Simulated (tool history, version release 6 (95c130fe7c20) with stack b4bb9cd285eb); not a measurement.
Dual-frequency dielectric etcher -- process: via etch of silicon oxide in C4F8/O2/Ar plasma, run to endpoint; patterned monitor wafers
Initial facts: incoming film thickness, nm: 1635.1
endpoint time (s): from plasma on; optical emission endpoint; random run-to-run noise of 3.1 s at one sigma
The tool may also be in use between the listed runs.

run  hour  source power (kW)  bias power (kW)  endpoint time (s)
  1   0.0              1.610            1.570             365.89
  2   7.0              1.520            1.533             378.47
  3   9.3              1.460            1.510             383.02
  4  15.4              1.620            1.510             366.77
  5  22.8              1.620            1.375             376.47
  6  23.7              1.730            1.375             366.89

The next listed run, before its measurement:
  7  28.6              1.640            1.338                  ?

endpoint time (s): 381.45

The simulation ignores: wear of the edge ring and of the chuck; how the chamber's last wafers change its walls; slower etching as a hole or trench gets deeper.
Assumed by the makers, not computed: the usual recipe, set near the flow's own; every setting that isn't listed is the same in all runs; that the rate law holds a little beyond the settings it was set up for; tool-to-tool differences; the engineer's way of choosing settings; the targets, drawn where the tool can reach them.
